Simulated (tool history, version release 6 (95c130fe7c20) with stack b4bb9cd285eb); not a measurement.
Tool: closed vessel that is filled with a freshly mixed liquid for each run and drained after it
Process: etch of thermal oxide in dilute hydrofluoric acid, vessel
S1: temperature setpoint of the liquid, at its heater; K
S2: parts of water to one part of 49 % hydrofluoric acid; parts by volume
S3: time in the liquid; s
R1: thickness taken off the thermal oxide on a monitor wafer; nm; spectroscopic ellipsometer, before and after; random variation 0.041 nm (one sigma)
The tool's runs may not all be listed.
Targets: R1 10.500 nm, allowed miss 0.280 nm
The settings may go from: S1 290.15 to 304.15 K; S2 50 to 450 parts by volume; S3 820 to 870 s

run	day	S1	S2	S3	R1
1	0.000	296.15	250	820	12.596
2	0.133	296.15	250	820	12.708
3	0.346	297.65	250	820	13.394
4	0.454	301.15	250	820	14.967
5	0.788	304.15	250	820	16.697
6	0.921	304.15	250	820	16.606
7	1.229	301.15	250	820	14.998
8	1.450	299.15	250	820	14.049
9	1.625	297.15	250	820	13.046
10	1.942	295.65	250	820	12.401
11	2.158	294.65	250	820	12.043
12	2.192	293.65	250	820	11.533
13	2.246	293.65	250	820	11.527
14	2.367	293.15	250	820	11.339
15	2.483	292.65	250	820	11.142
16	2.683	292.65	250	820	11.009
17	2.962	292.15	250	820	10.885

5 next moves are on the table. One of them brings every result within its allowed miss. Which?
A	3.242	294.65	265	820	?
B	3.242	293.65	255	825	?
C	3.242	294.65	275	820	?
D	3.242	296.15	275	820	?
E	3.242	290.65	225	820	?

move	R1
A	11.048
B	11.251
C	10.540
D	11.117
E	11.654
A: further off than the last run
B: further off than the last run
C: meets every target
D: further off than the last run
E: further off than the last run
Answer: C
